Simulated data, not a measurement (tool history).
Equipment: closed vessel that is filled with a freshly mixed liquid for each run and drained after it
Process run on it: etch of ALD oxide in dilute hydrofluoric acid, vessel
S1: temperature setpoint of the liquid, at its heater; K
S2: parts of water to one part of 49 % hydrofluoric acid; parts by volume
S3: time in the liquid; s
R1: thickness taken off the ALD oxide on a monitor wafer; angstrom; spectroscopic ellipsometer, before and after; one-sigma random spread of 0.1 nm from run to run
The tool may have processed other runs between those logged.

run 1 day=0 | S1=299.15 S2=60 S3=45 | R1=138.34
run 2 day=0.083 | S1=299.15 S2=60 S3=45 | R1=137.35
run 3 day=0.417 | S1=299.15 S2=70 S3=45 | R1=115.55
run 4 day=0.471 | S1=300.15 S2=70 S3=45 | R1=120.41
run 5 day=0.642 | S1=301.15 S2=70 S3=45 | R1=125.67
run 6 day=0.967 | S1=301.15 S2=70 S3=40 | R1=112.87
run 7 day=0.996 | S1=301.65 S2=70 S3=40 | R1=113.1
run 8 day=1.033 | S1=302.15 S2=65 S3=40 | R1=125.38
run 9 day=1.133 | S1=302.65 S2=65 S3=40 | R1=128.57
run 10 day=1.467 | S1=302.65 S2=65 S3=40 | R1=128.77
run 11 day=1.562 | S1=303.15 S2=65 S3=40 | R1=131.51
run 12 day=1.9 | S1=303.65 S2=65 S3=40 | R1=132.76
run 13 day=2.008 | S1=304.15 S2=65 S3=40 | R1=133.96

Expected results for the next run?
run 14 day=2.054 | S1=304.65 S2=65 S3=40 | R1=?

Run 14 gave R1 137.77 angstrom.

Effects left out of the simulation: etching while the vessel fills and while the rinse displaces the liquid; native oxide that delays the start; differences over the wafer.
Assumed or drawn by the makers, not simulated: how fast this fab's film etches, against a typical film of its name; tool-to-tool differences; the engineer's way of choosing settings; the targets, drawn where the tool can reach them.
